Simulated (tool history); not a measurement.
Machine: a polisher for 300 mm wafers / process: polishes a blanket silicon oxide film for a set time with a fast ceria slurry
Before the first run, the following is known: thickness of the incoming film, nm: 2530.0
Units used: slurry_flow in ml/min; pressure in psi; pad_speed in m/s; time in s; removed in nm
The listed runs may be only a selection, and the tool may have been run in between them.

run,hour,slurry_flow,pressure,pad_speed,time,removed
1,0.0,160,1.8,0.86,91,807.05
2,4.6,155,1.7,0.86,91,769.06
3,5.6,155,1.6,0.86,91,727.96
4,10.9,155,1.6,0.86,91,724.76
5,12.2,155,1.6,1.02,91,857.06
6,14.2,150,1.5,1.02,91,793.83

Expected results for the next run?
7,22.0,145,1.4,1.02,91,?

Run 7 produced removed 744.53 nm.
